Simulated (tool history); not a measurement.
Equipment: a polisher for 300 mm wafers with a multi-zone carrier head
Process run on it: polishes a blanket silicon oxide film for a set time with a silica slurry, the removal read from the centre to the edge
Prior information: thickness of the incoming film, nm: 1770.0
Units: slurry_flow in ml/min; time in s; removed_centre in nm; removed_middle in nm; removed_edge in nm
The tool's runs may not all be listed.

run 1 hour=0 | slurry_flow=210 centre_zone=1 middle_zone=1 edge_zone=1 slurry_solids=1 time=44 | removed_centre=230.66 removed_middle=240.97 removed_edge=242.6
run 2 hour=2.2 | slurry_flow=200 centre_zone=1.02 middle_zone=0.94 edge_zone=1 slurry_solids=0.85 time=43 | removed_centre=211.06 removed_middle=199.16 removed_edge=218.79
run 3 hour=9.3 | slurry_flow=200 centre_zone=1.02 middle_zone=1.01 edge_zone=1 slurry_solids=0.85 time=43 | removed_centre=209.7 removed_middle=216.87 removed_edge=212.45
run 4 hour=16.9 | slurry_flow=200 centre_zone=0.96 middle_zone=1.01 edge_zone=1 slurry_solids=0.85 time=43 | removed_centre=198.62 removed_middle=211.42 removed_edge=210.76
run 5 hour=24.7 | slurry_flow=200 centre_zone=0.96 middle_zone=1.01 edge_zone=1 slurry_solids=0.95 time=43 | removed_centre=208.95 removed_middle=226.73 removed_edge=227.29
run 6 hour=33.2 | slurry_flow=200 centre_zone=0.96 middle_zone=0.94 edge_zone=1 slurry_solids=0.95 time=43 | removed_centre=208.95 removed_middle=216.46 removed_edge=226
run 7 hour=39.4 | slurry_flow=190 centre_zone=0.98 middle_zone=0.9 edge_zone=1 slurry_solids=0.8 time=43 | removed_centre=190.02 removed_middle=186.56 removed_edge=201.43
run 8 hour=47.4 | slurry_flow=140 centre_zone=1.08 middle_zone=0.81 edge_zone=1.08 slurry_solids=0.6 time=43 | removed_centre=166.6 removed_middle=134.04 removed_edge=168.83

Run 9, settings as shown, results not yet in. Your forecast:
run 9 hour=50.6 | slurry_flow=150 centre_zone=1.08 middle_zone=0.82 edge_zone=1.08 slurry_solids=0.6 time=43 | removed_centre=? removed_middle=? removed_edge=?

Run 9 produced removed_centre 170.06 nm, removed_middle 137.88 nm, removed_edge 170.71 nm.
